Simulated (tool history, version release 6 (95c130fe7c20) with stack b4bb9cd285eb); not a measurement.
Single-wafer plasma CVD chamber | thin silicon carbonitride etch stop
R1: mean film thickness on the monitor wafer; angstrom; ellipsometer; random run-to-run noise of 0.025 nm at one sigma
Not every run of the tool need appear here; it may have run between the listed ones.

run 1 day=0 | RF_power_(kW)=0.17 deposition_time_(s)=11 | R1=56.343
run 2 day=0.25 | RF_power_(kW)=0.17 deposition_time_(s)=12.3 | R1=62.387
run 3 day=0.621 | RF_power_(kW)=0.16 deposition_time_(s)=11.5 | R1=57.275
run 4 day=0.912 | RF_power_(kW)=0.15 deposition_time_(s)=11 | R1=53.752
run 5 day=1.012 | RF_power_(kW)=0.145 deposition_time_(s)=10.6 | R1=51.233
run 6 day=1.333 | RF_power_(kW)=0.145 deposition_time_(s)=12.1 | R1=58.432
run 7 day=1.642 | RF_power_(kW)=0.12 deposition_time_(s)=10.3 | R1=47.626
run 8 day=1.975 | RF_power_(kW)=0.12 deposition_time_(s)=10.1 | R1=47.422

What will run 9 give?
run 9 day=2.021 | RF_power_(kW)=0.12 deposition_time_(s)=9.9 | R1=?

Run 9 gave R1 46.077 angstrom.
